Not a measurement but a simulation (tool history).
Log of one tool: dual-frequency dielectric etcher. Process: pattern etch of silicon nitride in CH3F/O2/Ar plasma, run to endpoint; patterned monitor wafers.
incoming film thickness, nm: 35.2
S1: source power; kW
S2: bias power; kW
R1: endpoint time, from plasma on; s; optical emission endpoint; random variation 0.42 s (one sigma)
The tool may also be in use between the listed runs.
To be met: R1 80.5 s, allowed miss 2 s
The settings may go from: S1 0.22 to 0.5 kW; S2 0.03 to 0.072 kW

{"run": 1, "day": 0.0, "S1": 0.36, "S2": 0.051, "R1": 66.759}
{"run": 2, "day": 0.221, "S1": 0.36, "S2": 0.047, "R1": 68.718}
{"run": 3, "day": 0.296, "S1": 0.4, "S2": 0.047, "R1": 66.107}
{"run": 4, "day": 0.671, "S1": 0.43, "S2": 0.047, "R1": 64.933}
{"run": 5, "day": 1.008, "S1": 0.43, "S2": 0.053, "R1": 62.524}
{"run": 6, "day": 1.254, "S1": 0.43, "S2": 0.044, "R1": 65.893}
{"run": 7, "day": 1.583, "S1": 0.41, "S2": 0.043, "R1": 68.512}
{"run": 8, "day": 1.729, "S1": 0.4, "S2": 0.042, "R1": 68.482}

Which of these 5 next moves meets every target?
{"run": "A", "day": 1.875, "S1": 0.27, "S2": 0.03, "R1": "?"}
{"run": "B", "day": 1.875, "S1": 0.26, "S2": 0.03, "R1": "?"}
{"run": "C", "day": 1.875, "S1": 0.35, "S2": 0.03, "R1": "?"}
{"run": "D", "day": 1.875, "S1": 0.31, "S2": 0.041, "R1": "?"}
{"run": "E", "day": 1.875, "S1": 0.25, "S2": 0.032, "R1": "?"}

move=A R1=86.054
move=B R1=86.948
move=C R1=79.868
move=D R1=74.924
move=E R1=86.11
A: takes the result that was furthest off past its target
B: takes the result that was furthest off past its target
C: meets every target
D: nearer than the last run, and not there yet
E: takes the result that was furthest off past its target
Move C is the one to make.
